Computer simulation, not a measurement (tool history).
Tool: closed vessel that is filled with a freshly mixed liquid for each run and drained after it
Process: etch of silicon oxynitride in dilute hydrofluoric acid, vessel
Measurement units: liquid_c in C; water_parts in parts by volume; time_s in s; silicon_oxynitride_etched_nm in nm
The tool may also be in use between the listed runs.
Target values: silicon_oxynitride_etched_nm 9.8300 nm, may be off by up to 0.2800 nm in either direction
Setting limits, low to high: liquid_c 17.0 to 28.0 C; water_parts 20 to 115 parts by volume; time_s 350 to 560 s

| run | day | liquid_c | water_parts | time_s | silicon_oxynitride_etched_nm |
|---|---|---|---|---|---|
| 1 | 0.000 | 20.0 | 65 | 560 | 12.1660 |
| 2 | 0.117 | 20.0 | 45 | 560 | 17.7910 |
| 3 | 0.175 | 23.0 | 45 | 560 | 20.7340 |
| 4 | 0.362 | 23.0 | 35 | 560 | 26.8670 |
| 5 | 0.654 | 22.0 | 40 | 560 | 22.6880 |
| 6 | 0.771 | 21.5 | 45 | 560 | 19.1370 |
| 7 | 0.979 | 21.0 | 50 | 560 | 16.9920 |
| 8 | 1.321 | 20.5 | 50 | 560 | 16.5090 |
| 9 | 1.654 | 17.0 | 75 | 550 | 8.9186 |
| 10 | 1.700 | 17.5 | 75 | 550 | 9.0950 |

5 candidate next runs follow, results not yet known. Just one meets every target within its allowed miss. Identify it.
| A | 1.746 | 18.0 | 85 | 560 | ? |
| B | 1.746 | 18.5 | 80 | 540 | ? |
| C | 1.746 | 18.0 | 80 | 525 | ? |
| D | 1.746 | 19.0 | 75 | 550 | ? |
| E | 1.746 | 18.0 | 85 | 550 | ? |

| move | silicon_oxynitride_etched_nm |
|---|---|
| A | 8.4388 |
| B | 8.8948 |
| C | 8.4359 |
| D | 9.9419 |
| E | 8.2881 |
A: further off than the last run
B: further off than the last run
C: further off than the last run
D: every result lands within tolerance
E: further off than the last run
Answer: D

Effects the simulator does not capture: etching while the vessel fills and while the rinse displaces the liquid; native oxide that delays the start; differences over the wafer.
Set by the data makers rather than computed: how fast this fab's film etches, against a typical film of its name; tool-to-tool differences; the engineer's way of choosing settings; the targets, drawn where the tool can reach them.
